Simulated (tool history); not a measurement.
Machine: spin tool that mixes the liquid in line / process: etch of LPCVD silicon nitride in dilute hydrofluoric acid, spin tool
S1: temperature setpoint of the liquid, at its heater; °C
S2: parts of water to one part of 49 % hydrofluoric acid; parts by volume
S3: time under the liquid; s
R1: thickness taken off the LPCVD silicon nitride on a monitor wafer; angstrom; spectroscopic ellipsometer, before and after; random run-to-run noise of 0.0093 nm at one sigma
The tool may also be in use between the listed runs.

{"run": 1, "hour": 0.0, "S1": 25.0, "S2": 50, "S3": 85, "R1": 9.0836}
{"run": 2, "hour": 5.6, "S1": 23.5, "S2": 50, "S3": 85, "R1": 8.2247}
{"run": 3, "hour": 10.9, "S1": 22.0, "S2": 50, "S3": 85, "R1": 7.4226}
{"run": 4, "hour": 13.1, "S1": 22.0, "S2": 50, "S3": 85, "R1": 7.4741}
{"run": 5, "hour": 20.6, "S1": 24.5, "S2": 50, "S3": 85, "R1": 8.614}
{"run": 6, "hour": 23.1, "S1": 24.5, "S2": 40, "S3": 85, "R1": 10.827}
{"run": 7, "hour": 26.9, "S1": 23.0, "S2": 45, "S3": 85, "R1": 8.8351}

Predict the results of run 8:
{"run": 8, "hour": 32.6, "S1": 22.0, "S2": 45, "S3": 85, "R1": "?"}

{"run 8": {"R1": 8.4644}}
